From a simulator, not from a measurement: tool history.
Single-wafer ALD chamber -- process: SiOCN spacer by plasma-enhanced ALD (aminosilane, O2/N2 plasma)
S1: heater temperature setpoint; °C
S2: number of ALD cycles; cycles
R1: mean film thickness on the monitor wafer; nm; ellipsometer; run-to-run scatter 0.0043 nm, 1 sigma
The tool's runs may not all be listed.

run 1 hour=0.0 | S1=390 S2=34 | R1=1.8775
run 2 hour=8.4 | S1=390 S2=36 | R1=1.9845
run 3 hour=16.2 | S1=390 S2=32 | R1=1.7640
run 4 hour=20.7 | S1=390 S2=28 | R1=1.5398
run 5 hour=22.7 | S1=400 S2=28 | R1=1.5439
run 6 hour=30.1 | S1=400 S2=23 | R1=1.2663
run 7 hour=34.9 | S1=400 S2=26 | R1=1.4309
run 8 hour=39.6 | S1=400 S2=31 | R1=1.7069
run 9 hour=44.0 | S1=400 S2=36 | R1=1.9859

The next listed run, before its measurement:
run 10 hour=52.0 | S1=400 S2=37 | R1=?

{"run 10": {"R1": 2.0384}}

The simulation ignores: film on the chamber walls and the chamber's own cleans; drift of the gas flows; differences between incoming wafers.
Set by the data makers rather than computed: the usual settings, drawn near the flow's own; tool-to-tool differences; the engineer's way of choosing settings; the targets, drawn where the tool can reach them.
